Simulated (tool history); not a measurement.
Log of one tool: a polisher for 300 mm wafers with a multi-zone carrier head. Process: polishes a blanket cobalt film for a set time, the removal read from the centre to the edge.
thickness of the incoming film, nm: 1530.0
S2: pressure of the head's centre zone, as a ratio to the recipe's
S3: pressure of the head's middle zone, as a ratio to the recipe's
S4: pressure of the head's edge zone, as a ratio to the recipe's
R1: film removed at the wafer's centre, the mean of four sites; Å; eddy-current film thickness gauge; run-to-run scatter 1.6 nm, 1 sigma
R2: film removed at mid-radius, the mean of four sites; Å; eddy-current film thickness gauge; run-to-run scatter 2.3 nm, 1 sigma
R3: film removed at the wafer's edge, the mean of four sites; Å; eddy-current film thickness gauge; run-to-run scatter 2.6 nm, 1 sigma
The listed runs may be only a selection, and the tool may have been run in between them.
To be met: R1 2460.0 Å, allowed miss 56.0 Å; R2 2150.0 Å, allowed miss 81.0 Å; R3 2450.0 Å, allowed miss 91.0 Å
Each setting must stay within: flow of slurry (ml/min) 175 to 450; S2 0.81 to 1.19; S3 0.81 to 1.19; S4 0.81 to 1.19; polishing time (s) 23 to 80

Run 1, hour 0.0: flow of slurry (ml/min) 290, S2 1.00, S3 1.00, S4 1.00, polishing time (s) 51. Result: R1 2536.0 Å, R2 2650.1 Å, R3 2713.5 Å.
Run 2, hour 7.3: flow of slurry (ml/min) 280, S2 1.01, S3 0.94, S4 0.96, polishing time (s) 50. Result: R1 2497.4 Å, R2 2436.1 Å, R3 2575.1 Å.
Run 3, hour 14.2: flow of slurry (ml/min) 270, S2 1.01, S3 0.91, S4 0.95, polishing time (s) 50. Result: R1 2458.9 Å, R2 2397.9 Å, R3 2521.2 Å.
Run 4, hour 19.9: flow of slurry (ml/min) 270, S2 1.09, S3 0.91, S4 0.95, polishing time (s) 50. Result: R1 2699.3 Å, R2 2422.6 Å, R3 2555.5 Å.
Run 5, hour 24.0: flow of slurry (ml/min) 270, S2 1.09, S3 0.91, S4 1.02, polishing time (s) 50. Result: R1 2662.1 Å, R2 2392.3 Å, R3 2631.0 Å.
At hour 30.8: centre zone pressure recalibrated.
Run 6, hour 30.8: flow of slurry (ml/min) 340, S2 1.09, S3 0.91, S4 1.02, polishing time (s) 50. Result: R1 2966.4 Å, R2 2498.7 Å, R3 2655.4 Å.
Run 7, hour 33.3: flow of slurry (ml/min) 300, S2 1.09, S3 0.88, S4 1.00, polishing time (s) 50. Result: R1 2905.2 Å, R2 2389.5 Å, R3 2660.5 Å.
Run 8, hour 40.1: flow of slurry (ml/min) 300, S2 1.09, S3 0.88, S4 1.00, polishing time (s) 50. Result: R1 2923.9 Å, R2 2385.7 Å, R3 2659.3 Å.
Run 9, hour 45.0: flow of slurry (ml/min) 265, S2 1.09, S3 0.87, S4 0.98, polishing time (s) 49. Result: R1 2763.8 Å, R2 2294.4 Å, R3 2520.4 Å.

4 candidate next runs follow, results not yet known. Just one meets every target within its allowed miss. Identify it.
Run A, hour 49.9: flow of slurry (ml/min) 220, S2 0.94, S3 0.92, S4 1.10, polishing time (s) 50. Result: R1 ?, R2 ?, R3 ?.
Run B, hour 49.9: flow of slurry (ml/min) 385, S2 1.16, S3 0.87, S4 0.87, polishing time (s) 48. Result: R1 ?, R2 ?, R3 ?.
Run C, hour 49.9: flow of slurry (ml/min) 410, S2 0.91, S3 0.93, S4 1.08, polishing time (s) 49. Result: R1 ?, R2 ?, R3 ?.
Run D, hour 49.9: flow of slurry (ml/min) 290, S2 1.01, S3 0.86, S4 1.04, polishing time (s) 46. Result: R1 ?, R2 ?, R3 ?.

move      R1      R2      R3
   A  2385.4  2329.9  2661.4
   B  3033.3  2286.0  2396.4
   C  2438.6  2462.1  2719.7
   D  2455.1  2117.1  2448.0
A: moves the result that the last run missed by most past its target, out the other side
B: further off than the last run
C: corrects the largest miss of the last run, while another result sits out of spec
D: every result within its allowed miss
D is the move that brings every result within its allowed miss.

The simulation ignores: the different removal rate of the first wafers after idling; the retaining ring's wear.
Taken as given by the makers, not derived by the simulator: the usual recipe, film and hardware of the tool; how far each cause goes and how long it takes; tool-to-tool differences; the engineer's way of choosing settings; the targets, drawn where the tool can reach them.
